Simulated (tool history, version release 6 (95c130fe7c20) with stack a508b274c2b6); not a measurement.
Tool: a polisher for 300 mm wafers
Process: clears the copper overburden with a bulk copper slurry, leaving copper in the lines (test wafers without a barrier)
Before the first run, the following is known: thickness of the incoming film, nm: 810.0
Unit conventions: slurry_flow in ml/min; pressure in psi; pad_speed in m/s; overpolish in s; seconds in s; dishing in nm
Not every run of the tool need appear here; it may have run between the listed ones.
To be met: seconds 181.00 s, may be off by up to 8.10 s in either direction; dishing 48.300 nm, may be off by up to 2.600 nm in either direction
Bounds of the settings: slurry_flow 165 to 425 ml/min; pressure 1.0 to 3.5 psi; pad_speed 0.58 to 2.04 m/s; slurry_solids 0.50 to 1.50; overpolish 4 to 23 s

run  hour  slurry_flow  pressure  pad_speed  slurry_solids  overpolish  seconds  dishing
  1   0.0          275       2.2       1.30           1.00          12   102.93   52.176
  2   2.3          275       2.6       1.30           1.00          12    87.31   56.597
  3   9.7          275       2.2       1.28           1.00          13   102.43   52.517
  4  10.4          275       1.9       1.24           1.00          15   116.67   50.843
  5  11.3          275       1.9       1.24           0.85          15   125.05   51.039
  6  15.9          270       1.7       1.22           0.80          16   138.90   48.824
  7  21.2          270       1.6       1.20           0.80          17   148.86   47.345
  8  29.8          270       1.5       1.20           0.80          18   160.40   48.058
  9  36.2          270       1.5       1.20           0.80          19   158.83   50.380
 10  37.1          270       1.4       1.20           0.80          19   167.71   46.861

Next run, 4 choices. One meets every target within its allowed miss, the rest don't. Which?
  A  38.0          265       1.8       1.08           0.85          16        ?        ?
  B  38.0          260       1.3       1.28           0.80          19        ?        ?
  C  38.0          300       1.8       0.92           0.70          20        ?        ?
  D  38.0          240       1.2       1.40           1.00          21        ?        ?

move  seconds  dishing
   A   150.68   46.909
   B   168.44   46.881
   C   182.52   47.813
   D   156.50   50.846
A: the biggest miss grows against the last run
B: closer than the last run, but not yet in spec
C: all results land within tolerance of their targets
D: the biggest miss grows against the last run
The move that meets every target is C.

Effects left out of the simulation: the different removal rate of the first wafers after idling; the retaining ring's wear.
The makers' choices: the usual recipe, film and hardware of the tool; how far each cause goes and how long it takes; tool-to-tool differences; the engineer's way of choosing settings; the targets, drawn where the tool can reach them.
